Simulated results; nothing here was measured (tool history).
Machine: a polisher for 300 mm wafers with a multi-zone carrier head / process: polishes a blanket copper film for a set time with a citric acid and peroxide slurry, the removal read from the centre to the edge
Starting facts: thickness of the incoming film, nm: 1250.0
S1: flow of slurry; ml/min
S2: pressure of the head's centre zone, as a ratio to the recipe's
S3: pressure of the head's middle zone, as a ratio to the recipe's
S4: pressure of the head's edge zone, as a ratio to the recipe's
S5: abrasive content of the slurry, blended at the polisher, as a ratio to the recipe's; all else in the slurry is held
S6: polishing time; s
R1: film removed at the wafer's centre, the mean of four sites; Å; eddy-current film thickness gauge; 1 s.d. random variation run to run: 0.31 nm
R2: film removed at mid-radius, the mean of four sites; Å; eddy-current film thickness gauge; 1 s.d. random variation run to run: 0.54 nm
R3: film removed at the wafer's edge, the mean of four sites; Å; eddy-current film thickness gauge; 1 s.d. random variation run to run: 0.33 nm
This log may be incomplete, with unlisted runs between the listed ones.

Run 1, hour 0.0: S1 195 ml/min, S2 1.00, S3 1.00, S4 1.00, S5 1.00, S6 40 s. Result: R1 702.53 Å, R2 694.01 Å, R3 715.20 Å.
Run 2, hour 4.8: S1 190 ml/min, S2 0.98, S3 0.97, S4 0.97, S5 0.90, S6 37 s. Result: R1 615.38 Å, R2 624.55 Å, R3 635.30 Å.
Run 3, hour 8.0: S1 180 ml/min, S2 0.98, S3 0.93, S4 0.97, S5 0.80, S6 34 s. Result: R1 547.18 Å, R2 522.56 Å, R3 558.08 Å.
Run 4, hour 11.2: S1 170 ml/min, S2 0.97, S3 0.91, S4 0.95, S5 0.75, S6 33 s. Result: R1 503.51 Å, R2 487.50 Å, R3 527.48 Å.
Run 5, hour 14.1: S1 165 ml/min, S2 0.97, S3 0.89, S4 0.93, S5 0.70, S6 32 s. Result: R1 481.11 Å, R2 440.39 Å, R3 488.42 Å.
Run 6, hour 22.0: S1 165 ml/min, S2 1.04, S3 0.89, S4 0.93, S5 0.70, S6 32 s. Result: R1 513.37 Å, R2 453.83 Å, R3 493.58 Å.
Run 7, hour 29.9: S1 160 ml/min, S2 1.01, S3 0.88, S4 0.91, S5 0.65, S6 32 s. Result: R1 484.40 Å, R2 431.07 Å, R3 478.62 Å.
Run 8, hour 38.2: S1 145 ml/min, S2 0.92, S3 0.88, S4 0.82, S5 0.50, S6 30 s. Result: R1 376.90 Å, R2 372.78 Å, R3 388.09 Å.
Run 9, hour 39.8: S1 155 ml/min, S2 0.92, S3 0.87, S4 0.83, S5 0.50, S6 30 s. Result: R1 379.13 Å, R2 375.06 Å, R3 395.60 Å.
Run 10, hour 48.4: S1 155 ml/min, S2 0.92, S3 0.87, S4 0.83, S5 0.50, S6 30 s. Result: R1 376.74 Å, R2 380.56 Å, R3 401.34 Å.
Run 11, hour 54.4: S1 160 ml/min, S2 0.93, S3 0.86, S4 0.83, S5 0.50, S6 30 s. Result: R1 382.02 Å, R2 374.43 Å, R3 388.55 Å.
Run 12, hour 63.2: S1 165 ml/min, S2 0.95, S3 0.83, S4 0.93, S5 0.60, S6 30 s. Result: R1 422.22 Å, R2 373.39 Å, R3 446.18 Å.
Run 13, hour 71.3: S1 160 ml/min, S2 0.95, S3 0.83, S4 0.91, S5 0.60, S6 30 s. Result: R1 417.37 Å, R2 387.47 Å, R3 433.62 Å.
Run 14, hour 76.6: S1 155 ml/min, S2 0.95, S3 0.83, S4 0.90, S5 0.60, S6 30 s. Result: R1 411.13 Å, R2 388.50 Å, R3 425.61 Å.
Run 15, hour 81.7: S1 150 ml/min, S2 0.95, S3 0.83, S4 0.90, S5 0.60, S6 30 s. Result: R1 409.30 Å, R2 383.31 Å, R3 429.08 Å.
Run 16, hour 86.5: S1 145 ml/min, S2 0.95, S3 0.83, S4 0.89, S5 0.60, S6 30 s. Result: R1 410.86 Å, R2 372.69 Å, R3 428.85 Å.

What will run 17 give?
Run 17, hour 95.3: S1 145 ml/min, S2 0.95, S3 0.83, S4 0.88, S5 0.60, S6 30 s. Result: R1 ?, R2 ?, R3 ?.

Run 17 measured R1 407.09 Å, R2 378.23 Å, R3 420.75 Å.

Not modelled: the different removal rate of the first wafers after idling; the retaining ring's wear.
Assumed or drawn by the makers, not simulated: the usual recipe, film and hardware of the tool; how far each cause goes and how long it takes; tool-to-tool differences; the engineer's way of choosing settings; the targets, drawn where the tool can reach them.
